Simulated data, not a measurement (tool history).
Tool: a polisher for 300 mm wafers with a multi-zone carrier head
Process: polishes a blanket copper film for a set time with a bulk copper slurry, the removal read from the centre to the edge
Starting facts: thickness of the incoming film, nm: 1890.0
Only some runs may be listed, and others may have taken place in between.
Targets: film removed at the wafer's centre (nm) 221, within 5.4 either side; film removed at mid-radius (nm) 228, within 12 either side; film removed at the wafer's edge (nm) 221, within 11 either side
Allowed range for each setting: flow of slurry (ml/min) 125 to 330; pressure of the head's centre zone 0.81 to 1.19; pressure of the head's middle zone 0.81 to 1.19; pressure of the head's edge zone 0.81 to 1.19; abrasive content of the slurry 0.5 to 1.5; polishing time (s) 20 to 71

run  hour  flow of slurry (ml/min)  pressure of the head's centre zone  pressure of the head's middle zone  pressure of the head's edge zone  abrasive content of the slurry  polishing time (s)  film removed at the wafer's centre (nm)  film removed at mid-radius (nm)  film removed at the wafer's edge (nm)
  1     0                      210                                   1                                   1                                 1                               1                  45                                   314.94                           327.28                                 311.93
  2   8.7                      210                                0.99                                0.98                              0.98                             0.9                  44                                   298.17                           307.51                                 296.53
  3  13.3                      250                                0.99                                0.98                              0.98                             0.9                  44                                    304.7                           306.96                                 301.85
  4  18.3                      250                                0.99                                0.98                              0.94                             0.9                  44                                   306.45                           311.07                                 300.37
  5  20.4                      200                                0.99                                0.98                              0.94                             0.9                  44                                   296.48                           304.31                                  292.5
  6  26.7                      200                                0.98                                0.98                              0.93                            0.85                  43                                   284.45                           293.99                                 282.26
  7  32.8                      200                                0.97                                0.98                              0.92                             0.8                  42                                   273.41                           289.41                                 270.57
  8  36.4                      200                                0.96                                0.96                              0.91                            0.75                  41                                   258.07                           267.47                                 254.92
  9    39                      195                                0.95                                0.95                               0.9                             0.7                  41                                   252.24                           271.74                                 250.92
 10  46.5                      195                                0.95                                0.93                               0.9                            0.65                  41                                   248.69                           257.59                                 256.62
 11  51.2                      195                                0.95                                0.93                              0.89                             0.6                  40                                   241.12                           254.45                                 239.06
 12  51.8                      195                                0.95                                0.92                              0.88                             0.6                  40                                   240.04                           244.39                                    244
 13  59.4                      190                                0.95                                0.92                              0.87                             0.6                  40                                   238.25                           249.56                                 240.05
 14    63                      190                                0.95                                0.91                              0.86                             0.6                  40                                   240.75                           244.69                                 234.21
 15  67.4                      185                                0.94                                 0.9                              0.85                             0.6                  40                                   236.18                           240.92                                 240.36
 16    70                      180                                0.94                                 0.9                              0.83                            0.55                  39                                   226.45                           230.16                                 223.56

Consider the 5 candidate settings below. Which is the only one whose results all fall within their allowed miss of target?
  A  72.6                      200                                0.96                                0.83                              0.82                            0.55                  34                                        ?                                ?                                      ?
  B  72.6                      165                                1.06                                1.01                              0.93                             0.5                  38                                        ?                                ?                                      ?
  C  72.6                      170                                0.89                                0.93                               0.9                            0.55                  38                                        ?                                ?                                      ?
  D  72.6                      185                                1.02                                0.99                              0.81                             0.5                  37                                        ?                                ?                                      ?
  E  72.6                      150                                0.94                                 0.9                              0.84                            0.75                  37                                        ?                                ?                                      ?

move  film removed at the wafer's centre (nm)  film removed at mid-radius (nm)  film removed at the wafer's edge (nm)
   A                                   206.46                           196.33                                 194.84
   B                                   244.16                           244.91                                 222.34
   C                                   208.51                           234.05                                 222.99
   D                                   233.03                           238.79                                 205.98
   E                                   220.13                           228.57                                 217.79
A: takes the biggest miss from the last run beyond its target
B: lands further from the targets than the last run did
C: takes the biggest miss from the last run beyond its target
D: lands further from the targets than the last run did
E: meets every target
E is the move that brings every result within its allowed miss.

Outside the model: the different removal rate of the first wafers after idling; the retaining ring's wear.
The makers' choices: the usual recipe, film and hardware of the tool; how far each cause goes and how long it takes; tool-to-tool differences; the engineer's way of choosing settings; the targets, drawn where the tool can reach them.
